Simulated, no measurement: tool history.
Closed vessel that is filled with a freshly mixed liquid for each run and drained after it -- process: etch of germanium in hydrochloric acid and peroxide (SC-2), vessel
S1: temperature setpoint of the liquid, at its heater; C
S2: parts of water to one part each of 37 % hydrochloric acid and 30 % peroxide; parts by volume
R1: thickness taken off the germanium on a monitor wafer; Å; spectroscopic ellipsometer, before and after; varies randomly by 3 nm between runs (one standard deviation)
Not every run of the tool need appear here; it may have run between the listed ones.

run 1 hour=0.0 | S1=60.0 S2=7.0 time_in_the_liquid_(s)=95 | R1=3606.3
run 2 hour=0.8 | S1=62.0 S2=7.0 time_in_the_liquid_(s)=95 | R1=3822.4
run 3 hour=1.8 | S1=56.5 S2=7.0 time_in_the_liquid_(s)=95 | R1=3273.5
run 4 hour=9.6 | S1=56.5 S2=5.0 time_in_the_liquid_(s)=95 | R1=3275.5
run 5 hour=18.5 | S1=56.5 S2=4.0 time_in_the_liquid_(s)=95 | R1=3334.0
run 6 hour=23.5 | S1=59.0 S2=4.0 time_in_the_liquid_(s)=95 | R1=3561.3
run 7 hour=31.2 | S1=61.0 S2=4.0 time_in_the_liquid_(s)=95 | R1=3787.9
run 8 hour=37.3 | S1=62.5 S2=4.0 time_in_the_liquid_(s)=95 | R1=3972.6
run 9 hour=38.7 | S1=63.0 S2=4.0 time_in_the_liquid_(s)=95 | R1=3982.6
run 10 hour=45.4 | S1=63.0 S2=4.0 time_in_the_liquid_(s)=95 | R1=4021.0

The next listed run, before its measurement:
run 11 hour=52.4 | S1=63.5 S2=4.0 time_in_the_liquid_(s)=95 | R1=?

Run 11 yielded R1 4094.6 Å.
